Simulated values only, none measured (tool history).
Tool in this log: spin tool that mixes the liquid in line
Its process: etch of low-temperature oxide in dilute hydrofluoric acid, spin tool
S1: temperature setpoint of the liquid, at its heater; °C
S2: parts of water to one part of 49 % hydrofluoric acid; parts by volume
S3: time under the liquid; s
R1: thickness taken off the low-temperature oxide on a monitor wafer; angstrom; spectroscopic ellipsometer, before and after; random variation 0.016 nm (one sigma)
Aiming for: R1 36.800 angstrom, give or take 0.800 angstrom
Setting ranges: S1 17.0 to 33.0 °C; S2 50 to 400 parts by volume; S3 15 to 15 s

run,hour,S1,S2,S3,R1
1,0.0,25.0,225,15,15.060
2,6.3,25.0,190,15,18.334
3,13.4,25.0,250,15,13.055
4,20.7,28.0,250,15,14.586
5,25.6,30.0,250,15,15.657
6,28.7,30.5,215,15,19.139
7,35.1,31.0,190,15,22.625
8,40.6,31.5,170,15,26.565
9,42.6,32.0,160,15,29.088
10,44.0,32.0,150,15,31.411
11,46.3,32.0,145,15,32.977
12,52.8,32.0,140,15,34.228

Of the 5 settings listed for the next run, only one would bring every result within its allowed miss of target. Which one?
A,59.3,31.5,135,15,?
B,59.3,33.0,135,15,?
C,59.3,32.0,125,15,?
D,59.3,29.0,125,15,?
E,59.3,31.0,135,15,?

move,R1
A,34.838
B,36.748
C,38.848
D,34.817
E,34.218
A: moves toward the targets from the last run without getting all of them in spec
B: every result lands within tolerance
C: takes the biggest miss from the last run beyond its target
D: moves toward the targets from the last run without getting all of them in spec
E: roughly where the last run was
Answer: B
